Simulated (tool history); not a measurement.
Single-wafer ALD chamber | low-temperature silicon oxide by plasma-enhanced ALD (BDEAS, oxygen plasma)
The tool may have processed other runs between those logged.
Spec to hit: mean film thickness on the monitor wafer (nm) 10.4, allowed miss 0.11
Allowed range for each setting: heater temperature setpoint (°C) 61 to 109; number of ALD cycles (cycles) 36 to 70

run    day  heater temperature setpoint (°C)  number of ALD cycles (cycles)  mean film thickness on the monitor wafer (nm)
  1      0                                85                             53                                         8.5054
  2    0.2                                78                             53                                         8.6758
  3  0.271                                75                             55                                         9.0824
  4  0.575                                75                             62                                         10.271
  5  0.925                                75                             68                                         11.241
  6  1.112                                82                             68                                         11.052
  7  1.188                                85                             68                                         10.922
  8  1.521                                88                             68                                         10.847
  9  1.733                               100                             67                                         10.284

Consider the 4 candidate settings below. Which is the only one whose results all fall within their allowed miss of target?
  A  1.946                               102                             67                                              ?
  B  1.946                               101                             66                                              ?
  C  1.946                               101                             65                                              ?
  D  1.946                               100                             68                                              ?

move  mean film thickness on the monitor wafer (nm)
   A                                         10.227
   B                                         10.107
   C                                         9.9534
   D                                         10.446
A: misses by more than the last run did
B: misses by more than the last run did
C: misses by more than the last run did
D: all results in spec
Correct choice: D, which meets every target

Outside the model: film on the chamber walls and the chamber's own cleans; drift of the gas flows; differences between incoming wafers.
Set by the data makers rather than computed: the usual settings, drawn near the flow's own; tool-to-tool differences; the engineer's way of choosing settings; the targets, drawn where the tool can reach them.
